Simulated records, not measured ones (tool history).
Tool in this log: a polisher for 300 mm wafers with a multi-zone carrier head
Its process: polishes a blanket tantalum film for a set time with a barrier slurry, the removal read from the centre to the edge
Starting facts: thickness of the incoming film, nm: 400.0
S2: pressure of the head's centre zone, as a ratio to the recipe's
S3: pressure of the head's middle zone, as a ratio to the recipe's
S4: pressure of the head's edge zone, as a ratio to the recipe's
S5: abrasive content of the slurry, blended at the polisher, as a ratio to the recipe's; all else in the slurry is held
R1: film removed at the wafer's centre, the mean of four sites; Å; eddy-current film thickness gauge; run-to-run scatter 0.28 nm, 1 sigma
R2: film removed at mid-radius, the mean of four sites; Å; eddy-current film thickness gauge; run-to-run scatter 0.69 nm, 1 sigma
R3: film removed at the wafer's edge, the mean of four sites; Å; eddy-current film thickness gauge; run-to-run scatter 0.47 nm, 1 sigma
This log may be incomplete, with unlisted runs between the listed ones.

run 1 hour=0.0 | flow_of_slurry_(ml/min)=305 S2=1.00 S3=1.00 S4=1.00 S5=1.00 polishing_time_(s)=62 | R1=593.43 R2=612.02 R3=603.95
run 2 hour=6.6 | flow_of_slurry_(ml/min)=305 S2=1.00 S3=1.00 S4=1.00 S5=0.85 polishing_time_(s)=62 | R1=558.65 R2=556.23 R3=570.23
run 3 hour=14.0 | flow_of_slurry_(ml/min)=305 S2=1.00 S3=1.00 S4=0.95 S5=0.85 polishing_time_(s)=62 | R1=558.35 R2=562.54 R3=565.34
run 4 hour=16.6 | flow_of_slurry_(ml/min)=365 S2=1.00 S3=1.00 S4=0.95 S5=0.85 polishing_time_(s)=62 | R1=564.27 R2=573.03 R3=571.09
run 5 hour=20.3 | flow_of_slurry_(ml/min)=365 S2=0.96 S3=1.00 S4=0.93 S5=0.75 polishing_time_(s)=62 | R1=514.59 R2=538.31 R3=530.11
run 6 hour=22.4 | flow_of_slurry_(ml/min)=435 S2=0.96 S3=1.00 S4=0.93 S5=0.75 polishing_time_(s)=62 | R1=526.52 R2=547.78 R3=538.25
run 7 hour=24.0 | flow_of_slurry_(ml/min)=425 S2=0.92 S3=1.00 S4=0.94 S5=0.70 polishing_time_(s)=62 | R1=489.14 R2=534.05 R3=518.86
run 8 hour=28.4 | flow_of_slurry_(ml/min)=415 S2=0.89 S3=0.99 S4=0.96 S5=0.70 polishing_time_(s)=62 | R1=475.12 R2=533.73 R3=525.50
run 9 hour=29.8 | flow_of_slurry_(ml/min)=410 S2=0.87 S3=0.98 S4=0.96 S5=0.65 polishing_time_(s)=62 | R1=439.12 R2=499.82 R3=513.49
run 10 hour=34.7 | flow_of_slurry_(ml/min)=400 S2=0.86 S3=0.98 S4=0.94 S5=0.65 polishing_time_(s)=62 | R1=434.35 R2=514.21 R3=511.03
run 11 hour=36.8 | flow_of_slurry_(ml/min)=385 S2=0.83 S3=0.92 S4=0.91 S5=0.50 polishing_time_(s)=62 | R1=371.91 R2=427.58 R3=437.78
run 12 hour=43.1 | flow_of_slurry_(ml/min)=390 S2=0.84 S3=0.94 S4=0.93 S5=0.50 polishing_time_(s)=62 | R1=370.77 R2=421.51 R3=445.83
run 13 hour=47.6 | flow_of_slurry_(ml/min)=400 S2=0.85 S3=0.97 S4=0.94 S5=0.50 polishing_time_(s)=62 | R1=381.08 R2=432.84 R3=443.05
run 14 hour=55.5 | flow_of_slurry_(ml/min)=410 S2=0.85 S3=0.98 S4=0.95 S5=0.50 polishing_time_(s)=62 | R1=379.43 R2=444.26 R3=445.93
run 15 hour=62.4 | flow_of_slurry_(ml/min)=415 S2=0.85 S3=0.99 S4=0.97 S5=0.50 polishing_time_(s)=62 | R1=380.84 R2=463.32 R3=450.67

What does the tool deliver on the next run?
run 16 hour=63.6 | flow_of_slurry_(ml/min)=420 S2=0.85 S3=0.98 S4=0.99 S5=0.50 polishing_time_(s)=62 | R1=? R2=? R3=?

R1: 375.60 Å
R2: 446.04 Å
R3: 459.47 Å
